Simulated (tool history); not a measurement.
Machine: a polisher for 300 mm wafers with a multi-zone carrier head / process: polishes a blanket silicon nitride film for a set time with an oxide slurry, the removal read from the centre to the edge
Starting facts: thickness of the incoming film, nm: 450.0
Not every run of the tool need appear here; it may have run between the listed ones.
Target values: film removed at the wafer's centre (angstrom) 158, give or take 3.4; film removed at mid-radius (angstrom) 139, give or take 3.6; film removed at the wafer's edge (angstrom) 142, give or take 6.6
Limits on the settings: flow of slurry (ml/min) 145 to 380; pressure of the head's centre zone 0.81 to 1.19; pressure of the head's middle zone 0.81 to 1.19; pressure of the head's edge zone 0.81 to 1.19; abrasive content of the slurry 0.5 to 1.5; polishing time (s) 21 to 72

run	day	flow of slurry (ml/min)	pressure of the head's centre zone	pressure of the head's middle zone	pressure of the head's edge zone	abrasive content of the slurry	polishing time (s)	film removed at the wafer's centre (angstrom)	film removed at mid-radius (angstrom)	film removed at the wafer's edge (angstrom)
1	0	245	1	1	1	1	46	206.76	212.54	208.52
2	0.146	245	1	1	1.07	1	46	206.92	212.77	214.51
3	0.5	245	1	1	1.07	0.85	46	193.79	202.13	201.37
4	0.65	220	1	1	1.07	0.85	46	192.26	197.69	202.31
5	0.825	220	1	1	1.07	0.95	46	198.99	205.78	214.33
6	1.192	220	1	0.95	1.07	0.95	46	199.67	196.64	203.76
7	1.525	215	1	0.92	1.05	0.85	46	192.08	183	198.49
8	1.779	240	1	0.9	1.01	0.8	45	185.42	175.08	189.94
9	1.821	175	1.07	0.87	0.91	0.55	42	151.13	132.05	140.32

5 next moves are on the table. One of them brings every result within its allowed miss. Which?
A	1.862	190	1.15	0.91	0.9	0.65	40	?	?	?
B	1.862	175	1.02	0.9	0.89	0.55	41	?	?	?
C	1.862	185	1.05	0.81	0.97	0.6	42	?	?	?
D	1.862	160	1.18	0.95	0.94	0.55	42	?	?	?
E	1.862	155	1.11	0.92	0.88	0.6	42	?	?	?

move	film removed at the wafer's centre (angstrom)	film removed at mid-radius (angstrom)	film removed at the wafer's edge (angstrom)
A	168.26	140.76	143.08
B	140.72	131.97	135.17
C	155.29	129.59	150.46
D	163.55	138.71	140.03
E	157.83	138.82	139.91
A: takes the result that was furthest off past its target
B: the biggest miss grows against the last run
C: gets the furthest-off result to its target, but another result is out of tolerance
D: takes the result that was furthest off past its target
E: every result within its allowed miss
Answer: E
